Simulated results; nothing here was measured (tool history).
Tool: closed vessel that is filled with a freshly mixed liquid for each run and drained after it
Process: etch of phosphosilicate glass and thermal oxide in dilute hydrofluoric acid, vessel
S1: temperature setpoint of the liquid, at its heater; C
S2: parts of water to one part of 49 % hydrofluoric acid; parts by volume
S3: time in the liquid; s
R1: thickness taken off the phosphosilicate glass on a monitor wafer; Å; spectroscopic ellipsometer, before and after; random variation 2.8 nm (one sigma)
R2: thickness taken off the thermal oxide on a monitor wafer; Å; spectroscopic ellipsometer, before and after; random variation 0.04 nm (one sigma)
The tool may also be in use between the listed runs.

Run 1, hour 0.0: S1 26.0 C, S2 55 parts by volume, S3 60 s. Result: R1 2523.1 Å, R2 59.926 Å.
Run 2, hour 8.3: S1 27.0 C, S2 55 parts by volume, S3 60 s. Result: R1 2622.1 Å, R2 61.805 Å.
Run 3, hour 9.8: S1 28.0 C, S2 55 parts by volume, S3 60 s. Result: R1 2728.2 Å, R2 64.403 Å.
Run 4, hour 10.9: S1 28.5 C, S2 55 parts by volume, S3 60 s. Result: R1 2778.5 Å, R2 65.242 Å.
Run 5, hour 15.0: S1 29.0 C, S2 55 parts by volume, S3 60 s. Result: R1 2829.5 Å, R2 66.660 Å.
Run 6, hour 24.0: S1 29.5 C, S2 55 parts by volume, S3 60 s. Result: R1 2907.8 Å, R2 68.649 Å.
Run 7, hour 27.8: S1 30.0 C, S2 55 parts by volume, S3 60 s. Result: R1 2991.5 Å, R2 69.169 Å.
Run 8, hour 32.9: S1 30.5 C, S2 55 parts by volume, S3 60 s. Result: R1 3014.6 Å, R2 71.588 Å.

Run 9 comes next. What will it give?
Run 9, hour 34.5: S1 32.5 C, S2 45 parts by volume, S3 60 s. Result: R1 ?, R2 ?.

R1: 4082.7 Å
R2: 94.787 Å
